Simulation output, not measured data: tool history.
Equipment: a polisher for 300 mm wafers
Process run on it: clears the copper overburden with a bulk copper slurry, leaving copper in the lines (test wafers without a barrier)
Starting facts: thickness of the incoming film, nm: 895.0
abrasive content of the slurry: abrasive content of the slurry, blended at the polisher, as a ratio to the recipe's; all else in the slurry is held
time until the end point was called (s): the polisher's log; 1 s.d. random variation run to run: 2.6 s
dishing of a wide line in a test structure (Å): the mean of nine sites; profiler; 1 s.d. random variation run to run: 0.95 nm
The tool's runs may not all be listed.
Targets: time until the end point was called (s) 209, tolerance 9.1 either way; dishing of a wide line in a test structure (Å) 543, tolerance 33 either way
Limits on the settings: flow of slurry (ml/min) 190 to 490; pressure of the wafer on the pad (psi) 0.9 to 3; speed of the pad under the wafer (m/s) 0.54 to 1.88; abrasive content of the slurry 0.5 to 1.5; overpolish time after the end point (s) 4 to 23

run	hour	flow of slurry (ml/min)	pressure of the wafer on the pad (psi)	speed of the pad under the wafer (m/s)	abrasive content of the slurry	overpolish time after the end point (s)	time until the end point was called (s)	dishing of a wide line in a test structure (Å)
1	0	315	1.9	1.2	1	12	155.87	432.5
2	4.2	315	1.9	1.2	1	8	156.59	306.21
3	6.9	315	1.9	1.2	1	4	155.4	159.2
4	8.3	315	1.8	1.2	1	5	166.17	194.93
5	14.7	315	1.7	1.22	1	6	170.67	221.38
6	22.1	315	1.7	1.22	1.2	6	163.34	234.88
7	25.3	315	1.6	1.24	1.2	7	168.05	264.25
8	32.1	315	1.5	1.24	1.2	8	176.75	271.22
# hour 39.4: worn pad replaced by a new one
9	39.4	315	1.4	1.24	1.2	9	165.9	319.28
10	46.9	315	1.3	1.2	1.2	10	181.97	327.79
11	53.8	315	1.3	1.18	1.2	11	183.8	348.41
12	62.4	315	1.3	1.16	1.2	12	184.99	354.34
13	68.6	310	1	1.14	1.15	18	230.92	411.17
14	72.9	315	1.1	1.14	1.2	19	212.8	453.51
15	80.3	315	1.1	1.14	1.2	21	215.1	483.69

4 next moves are on the table. One of them brings every result within its allowed miss. Which?
A	87.7	330	1	1.26	1.15	23	?	?
B	87.7	340	1.1	1.1	1.3	18	?	?
C	87.7	245	1.2	1.16	1.1	17	?	?
D	87.7	335	1.1	1.12	1.15	18	?	?

move	time until the end point was called (s)	dishing of a wide line in a test structure (Å)
A	209.09	525.73
B	215.72	434.89
C	205.68	435.29
D	218.08	431.29
A: all results in spec
B: further off than the last run
C: further off than the last run
D: further off than the last run
Answer: A
